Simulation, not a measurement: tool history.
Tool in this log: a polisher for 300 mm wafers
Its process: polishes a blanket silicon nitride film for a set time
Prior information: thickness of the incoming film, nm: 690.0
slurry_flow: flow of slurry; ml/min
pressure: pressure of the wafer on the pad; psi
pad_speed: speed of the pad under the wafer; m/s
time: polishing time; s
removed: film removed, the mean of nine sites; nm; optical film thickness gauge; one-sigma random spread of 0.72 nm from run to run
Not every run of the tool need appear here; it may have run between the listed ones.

run,hour,slurry_flow,pressure,pad_speed,time,removed
1,0.0,300,4.1,1.06,78,149.28
2,3.3,300,3.5,1.06,78,130.86
3,4.7,300,3.5,0.90,78,117.62
4,11.4,340,3.5,0.90,78,118.34
5,18.7,340,3.2,0.90,78,109.62
6,20.5,340,3.0,0.90,78,103.49

Run 7, settings as shown, results not yet in. Your forecast:
7,28.8,340,2.9,0.90,78,?

Run 7 produced removed 101.44 nm.

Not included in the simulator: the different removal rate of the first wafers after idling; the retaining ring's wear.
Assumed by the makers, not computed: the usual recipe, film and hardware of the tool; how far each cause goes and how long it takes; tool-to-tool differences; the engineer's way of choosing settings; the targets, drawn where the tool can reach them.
